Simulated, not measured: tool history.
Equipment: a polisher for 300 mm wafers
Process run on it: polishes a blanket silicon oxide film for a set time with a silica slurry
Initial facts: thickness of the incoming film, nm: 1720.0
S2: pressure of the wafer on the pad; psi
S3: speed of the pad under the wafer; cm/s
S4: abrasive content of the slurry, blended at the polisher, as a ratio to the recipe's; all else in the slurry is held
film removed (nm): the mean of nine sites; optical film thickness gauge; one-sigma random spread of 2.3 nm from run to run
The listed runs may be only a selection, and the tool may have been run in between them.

Run 1, hour 0: flow of slurry (ml/min) 160, S2 4.7 psi, S3 146 cm/s, S4 1, polishing time (s) 38. Result: film removed (nm) 201.69.
Run 2, hour 1.2: flow of slurry (ml/min) 160, S2 4.6 psi, S3 146 cm/s, S4 1, polishing time (s) 38. Result: film removed (nm) 204.57.
Run 3, hour 6: flow of slurry (ml/min) 160, S2 5.7 psi, S3 146 cm/s, S4 1, polishing time (s) 38. Result: film removed (nm) 245.29.
Run 4, hour 13.4: flow of slurry (ml/min) 160, S2 5.7 psi, S3 146 cm/s, S4 1.15, polishing time (s) 38. Result: film removed (nm) 257.27.
Run 5, hour 14.5: flow of slurry (ml/min) 160, S2 6.3 psi, S3 146 cm/s, S4 1.15, polishing time (s) 38. Result: film removed (nm) 284.29.
Run 6, hour 15.4: flow of slurry (ml/min) 125, S2 6.3 psi, S3 146 cm/s, S4 1.15, polishing time (s) 38. Result: film removed (nm) 271.12.
Run 7, hour 20.4: flow of slurry (ml/min) 125, S2 5.9 psi, S3 144 cm/s, S4 1.15, polishing time (s) 38. Result: film removed (nm) 252.83.
Run 8, hour 28: flow of slurry (ml/min) 125, S2 5.6 psi, S3 142 cm/s, S4 1.15, polishing time (s) 38. Result: film removed (nm) 240.13.

For run 9, what comes out?
Run 9, hour 32.7: flow of slurry (ml/min) 125, S2 5.3 psi, S3 140 cm/s, S4 1.15, polishing time (s) 38. Result: film removed (nm) ?.

Run 9 came out at film removed (nm) 224.82.

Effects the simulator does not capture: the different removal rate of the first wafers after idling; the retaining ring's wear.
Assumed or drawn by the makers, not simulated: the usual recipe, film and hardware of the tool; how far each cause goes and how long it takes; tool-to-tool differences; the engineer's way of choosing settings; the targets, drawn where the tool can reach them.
